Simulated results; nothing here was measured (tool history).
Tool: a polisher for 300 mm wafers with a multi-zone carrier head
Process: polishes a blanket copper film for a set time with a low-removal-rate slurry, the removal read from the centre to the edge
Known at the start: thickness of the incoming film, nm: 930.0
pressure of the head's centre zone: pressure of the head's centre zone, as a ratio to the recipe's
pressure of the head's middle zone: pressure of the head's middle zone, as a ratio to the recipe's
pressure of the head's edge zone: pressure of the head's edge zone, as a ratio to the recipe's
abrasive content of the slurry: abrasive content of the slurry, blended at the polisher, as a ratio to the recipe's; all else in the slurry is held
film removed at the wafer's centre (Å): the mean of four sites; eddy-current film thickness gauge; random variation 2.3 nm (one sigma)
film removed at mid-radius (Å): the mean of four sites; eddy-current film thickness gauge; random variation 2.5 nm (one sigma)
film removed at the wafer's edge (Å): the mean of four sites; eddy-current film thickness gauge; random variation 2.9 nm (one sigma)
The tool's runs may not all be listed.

run  hour  flow of slurry (ml/min)  pressure of the head's centre zone  pressure of the head's middle zone  pressure of the head's edge zone  abrasive content of the slurry  polishing time (s)  film removed at the wafer's centre (Å)  film removed at mid-radius (Å)  film removed at the wafer's edge (Å)
  1   0.0                      205                                1.00                                1.00                              1.00                            1.00                  57                                  1519.8                          1659.1                                1662.5
  2   2.5                      210                                1.01                                1.00                              1.03                            1.10                  58                                  1624.7                          1747.4                                1770.7
  3   6.9                      215                                1.01                                1.00                              1.06                            1.20                  59                                  1688.8                          1885.5                                1916.7
  4  10.7                      185                                1.01                                1.00                              1.06                            1.20                  59                                  1646.1                          1827.7                                1869.1
     17.4  -- centre zone pressure recalibrated
  5  17.4                      185                                1.01                                1.00                              1.00                            1.20                  59                                  1855.5                          1783.7                                1815.5
  6  18.6                      185                                1.05                                1.00                              1.00                            1.20                  59                                  1929.7                          1834.1                                1782.6
  7  24.8                      190                                1.03                                1.00                              1.02                            1.25                  60                                  1937.5                          1905.5                                1825.8

Run 8 comes next. What will it give?
  8  30.7                      190                                1.01                                0.98                              1.04                            1.30                  61                                       ?                               ?                                     ?

{"run 8": {"film removed at the wafer's centre (Å)": 1900.4, "film removed at mid-radius (Å)": 1933.5, "film removed at the wafer's edge (Å)": 1988.2}}

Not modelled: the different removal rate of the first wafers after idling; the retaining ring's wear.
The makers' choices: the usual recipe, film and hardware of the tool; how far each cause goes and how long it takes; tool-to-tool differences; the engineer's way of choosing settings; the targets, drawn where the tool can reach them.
